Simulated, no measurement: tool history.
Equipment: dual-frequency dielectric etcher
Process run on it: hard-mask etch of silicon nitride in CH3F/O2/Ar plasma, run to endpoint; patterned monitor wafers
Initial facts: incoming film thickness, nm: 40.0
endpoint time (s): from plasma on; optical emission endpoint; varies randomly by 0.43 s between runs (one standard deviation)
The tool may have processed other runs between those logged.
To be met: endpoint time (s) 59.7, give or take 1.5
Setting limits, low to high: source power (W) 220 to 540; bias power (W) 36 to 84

run 1 hour=0 | source_power_(W)=380 bias_power_(W)=60 | endpoint_time_(s)=68.163
run 2 hour=6.5 | source_power_(W)=380 bias_power_(W)=65 | endpoint_time_(s)=67.727
run 3 hour=12 | source_power_(W)=310 bias_power_(W)=65 | endpoint_time_(s)=72.251
run 4 hour=13.5 | source_power_(W)=270 bias_power_(W)=65 | endpoint_time_(s)=75.667
run 5 hour=18.5 | source_power_(W)=330 bias_power_(W)=68 | endpoint_time_(s)=70.129
-- hour=26.4 wet clean of the chamber
run 6 hour=26.4 | source_power_(W)=330 bias_power_(W)=76 | endpoint_time_(s)=64.264
run 7 hour=32.2 | source_power_(W)=350 bias_power_(W)=77 | endpoint_time_(s)=62.649
run 8 hour=40.7 | source_power_(W)=350 bias_power_(W)=77 | endpoint_time_(s)=62.642

4 candidate next runs follow, results not yet known. Just one meets every target within its allowed miss. Identify it.
run A hour=49.2 | source_power_(W)=440 bias_power_(W)=84 | endpoint_time_(s)=?
run B hour=49.2 | source_power_(W)=430 bias_power_(W)=84 | endpoint_time_(s)=?
run C hour=49.2 | source_power_(W)=420 bias_power_(W)=84 | endpoint_time_(s)=?
run D hour=49.2 | source_power_(W)=460 bias_power_(W)=65 | endpoint_time_(s)=?

move=A endpoint_time_(s)=55.244
move=B endpoint_time_(s)=55.711
move=C endpoint_time_(s)=56.193
move=D endpoint_time_(s)=59.201
A: pushes the last run's worst result past its target
B: pushes the last run's worst result past its target
C: pushes the last run's worst result past its target
D: every result within its allowed miss
Correct choice: D, which meets every target
